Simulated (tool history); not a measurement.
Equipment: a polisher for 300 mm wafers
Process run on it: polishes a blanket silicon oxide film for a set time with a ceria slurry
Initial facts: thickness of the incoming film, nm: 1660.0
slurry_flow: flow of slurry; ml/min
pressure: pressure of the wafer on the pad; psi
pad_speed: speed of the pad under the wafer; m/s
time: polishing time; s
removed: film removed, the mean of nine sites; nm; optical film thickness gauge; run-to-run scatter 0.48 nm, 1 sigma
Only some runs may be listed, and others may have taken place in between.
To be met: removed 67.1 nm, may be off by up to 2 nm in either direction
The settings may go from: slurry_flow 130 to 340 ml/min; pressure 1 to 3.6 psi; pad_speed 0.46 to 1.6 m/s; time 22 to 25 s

{"run": 1, "hour": 0.0, "slurry_flow": 220, "pressure": 2.3, "pad_speed": 1.02, "time": 25, "removed": 96.664}
{"run": 2, "hour": 3.7, "slurry_flow": 180, "pressure": 2.3, "pad_speed": 1.02, "time": 25, "removed": 94.209}
{"run": 3, "hour": 10.5, "slurry_flow": 180, "pressure": 2.3, "pad_speed": 0.88, "time": 25, "removed": 86.867}
{"run": 4, "hour": 16.0, "slurry_flow": 180, "pressure": 2.3, "pad_speed": 1.1, "time": 25, "removed": 99.793}
{"run": 5, "hour": 20.1, "slurry_flow": 180, "pressure": 2.1, "pad_speed": 1.1, "time": 25, "removed": 90.707}
{"run": 6, "hour": 23.0, "slurry_flow": 180, "pressure": 2, "pad_speed": 1.1, "time": 25, "removed": 86.32}
{"run": 7, "hour": 26.6, "slurry_flow": 180, "pressure": 1.9, "pad_speed": 1.1, "time": 25, "removed": 82.278}
{"run": 8, "hour": 27.4, "slurry_flow": 180, "pressure": 1.8, "pad_speed": 1.1, "time": 25, "removed": 78.395}
{"run": 9, "hour": 28.6, "slurry_flow": 180, "pressure": 1.7, "pad_speed": 1.1, "time": 25, "removed": 73.882}
{"run": 10, "hour": 35.8, "slurry_flow": 180, "pressure": 1.6, "pad_speed": 1.1, "time": 25, "removed": 69.721}
{"run": 11, "hour": 42.0, "slurry_flow": 175, "pressure": 1.5, "pad_speed": 1.1, "time": 25, "removed": 65.184}

Exactly one of the 5 candidate moves below puts every result within its allowed miss. Which one?
{"run": "A", "hour": 48.2, "slurry_flow": 190, "pressure": 1.5, "pad_speed": 1.08, "time": 24, "removed": "?"}
{"run": "B", "hour": 48.2, "slurry_flow": 160, "pressure": 1.6, "pad_speed": 1.06, "time": 25, "removed": "?"}
{"run": "C", "hour": 48.2, "slurry_flow": 210, "pressure": 1.3, "pad_speed": 1.3, "time": 24, "removed": "?"}
{"run": "D", "hour": 48.2, "slurry_flow": 205, "pressure": 1.4, "pad_speed": 1.14, "time": 24, "removed": "?"}
{"run": "E", "hour": 48.2, "slurry_flow": 170, "pressure": 1.5, "pad_speed": 1.22, "time": 23, "removed": "?"}

move=A removed=62.058
move=B removed=65.967
move=C removed=61.884
move=D removed=60.793
move=E removed=63.045
A: the biggest miss grows against the last run
B: every result within its allowed miss
C: the biggest miss grows against the last run
D: the biggest miss grows against the last run
E: the biggest miss grows against the last run
B meets every target.

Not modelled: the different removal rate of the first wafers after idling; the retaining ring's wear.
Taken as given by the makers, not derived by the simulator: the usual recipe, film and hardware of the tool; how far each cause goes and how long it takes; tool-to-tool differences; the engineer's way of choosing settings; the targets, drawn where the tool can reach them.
